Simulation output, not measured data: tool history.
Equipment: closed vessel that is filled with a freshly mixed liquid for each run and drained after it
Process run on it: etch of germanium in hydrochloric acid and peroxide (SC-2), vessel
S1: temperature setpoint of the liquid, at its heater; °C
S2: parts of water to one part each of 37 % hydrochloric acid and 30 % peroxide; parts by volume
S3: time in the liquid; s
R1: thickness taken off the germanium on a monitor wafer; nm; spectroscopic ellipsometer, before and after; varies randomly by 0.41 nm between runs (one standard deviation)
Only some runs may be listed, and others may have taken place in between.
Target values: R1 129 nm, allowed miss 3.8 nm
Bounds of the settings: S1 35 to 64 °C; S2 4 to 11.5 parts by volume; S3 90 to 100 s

| run | hour | S1 | S2 | S3 | R1 |
|---|---|---|---|---|---|
| 1 | 0 | 48 | 6.5 | 90 | 109.5 |
| 2 | 6.4 | 48.5 | 6.5 | 90 | 110.45 |
| 3 | 12.5 | 49 | 6.5 | 90 | 112.84 |
| 4 | 13.8 | 55.5 | 6.5 | 90 | 137.59 |
| 5 | 20.9 | 55.5 | 6.5 | 100 | 153.36 |
| 6 | 22.4 | 55.5 | 6.5 | 100 | 153.49 |
| 7 | 26.9 | 54.5 | 6.5 | 100 | 149.15 |
| 8 | 31.4 | 54.5 | 6.5 | 100 | 148.76 |
|  | 38.8 | chemicals flow meter replaced |
| 9 | 38.8 | 54 | 6.5 | 100 | 147.36 |
| 10 | 41.8 | 53.5 | 6.5 | 100 | 144.87 |
| 11 | 44.1 | 53 | 6.5 | 100 | 143.34 |
| 12 | 50.2 | 52.5 | 6.5 | 100 | 140.3 |
| 13 | 54.9 | 52 | 6.5 | 100 | 138.88 |
| 14 | 63.7 | 51.5 | 6.5 | 100 | 136.89 |
| 15 | 69 | 51 | 6.5 | 100 | 133.77 |

4 next moves are on the table. One of them brings every result within its allowed miss. Which?
| A | 74.3 | 53 | 4.5 | 90 | ? |
| B | 74.3 | 51 | 8 | 90 | ? |
| C | 74.3 | 52.5 | 9 | 100 | ? |
| D | 74.3 | 52 | 5 | 100 | ? |

| move | R1 |
|---|---|
| A | 129.71 |
| B | 118.85 |
| C | 137.15 |
| D | 139.3 |
A: hits every target within its allowed miss
B: takes the biggest miss from the last run beyond its target
C: misses by more than the last run did
D: misses by more than the last run did
The right move is A.
